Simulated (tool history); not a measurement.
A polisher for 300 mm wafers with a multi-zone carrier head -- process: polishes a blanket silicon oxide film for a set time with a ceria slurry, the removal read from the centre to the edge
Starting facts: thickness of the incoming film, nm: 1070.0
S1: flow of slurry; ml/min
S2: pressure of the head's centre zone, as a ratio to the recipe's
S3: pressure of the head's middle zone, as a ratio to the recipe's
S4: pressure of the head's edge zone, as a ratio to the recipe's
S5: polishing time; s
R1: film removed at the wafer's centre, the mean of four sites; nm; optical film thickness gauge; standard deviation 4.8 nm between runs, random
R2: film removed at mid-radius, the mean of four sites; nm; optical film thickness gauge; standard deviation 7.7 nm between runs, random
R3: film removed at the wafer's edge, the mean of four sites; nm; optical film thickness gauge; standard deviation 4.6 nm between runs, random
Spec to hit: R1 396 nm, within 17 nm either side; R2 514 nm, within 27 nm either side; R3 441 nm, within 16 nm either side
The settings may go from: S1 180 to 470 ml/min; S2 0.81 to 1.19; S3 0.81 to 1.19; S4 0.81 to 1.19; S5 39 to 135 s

run  hour   S1    S2    S3    S4  S5      R1      R2      R3
  1     0  300     1     1     1  87  387.72   393.5  401.17
  2   6.3  300     1  0.97     1  87  388.71   392.7  402.38
  3  12.9  300     1  0.97     1  74  332.99  336.68  344.82
  4  21.2  305  0.99     1  0.99  77  342.45  344.33  357.45
  5  29.2  305  0.99     1  0.99  95  423.22  431.75  427.67
  6  32.3  335  0.99     1  0.99  95  434.67  435.34  435.98
  7  33.7  315  0.97  1.03  0.98  97  428.73  450.03  440.95
  8  41.7  305  0.95  1.05  0.97  98  413.86  470.35  439.09
  9  44.2  300  0.95  1.06  0.97  98  425.37  471.63  443.67
 10  48.9  295  0.94  1.07  0.97  98  406.01  485.77  436.44
 11  50.6  290  0.94  1.07  0.97  98   415.8  471.09  442.33
 12  53.9  290  0.93  1.08  0.97  98  415.59  474.48  445.47
 13  59.3  290  0.92  1.09  0.96  98  412.67  479.99  438.11

5 next moves are on the table. One of them brings every result within its allowed miss. Which?
  A  64.7  295   0.9  1.16  0.96   99   ?   ?   ?
  B  64.7  300  0.99  1.15  0.94  100   ?   ?   ?
  C  64.7  235  0.87  1.11  1.01  106   ?   ?   ?
  D  64.7  345     1  1.09  0.96  101   ?   ?   ?
  E  64.7  215  0.87   1.1     1  107   ?   ?   ?

move      R1      R2      R3
   A  400.77  514.48  439.45
   B   446.5  516.51  440.43
   C  401.65  515.57  471.53
   D  462.34  505.07  454.11
   E  399.36  509.52  469.16
A: hits every target within its allowed miss
B: brings the result that was furthest off to its target, and leaves another outside
C: brings the result that was furthest off to its target, and leaves another outside
D: brings the result that was furthest off to its target, and leaves another outside
E: brings the result that was furthest off to its target, and leaves another outside
A meets every target.

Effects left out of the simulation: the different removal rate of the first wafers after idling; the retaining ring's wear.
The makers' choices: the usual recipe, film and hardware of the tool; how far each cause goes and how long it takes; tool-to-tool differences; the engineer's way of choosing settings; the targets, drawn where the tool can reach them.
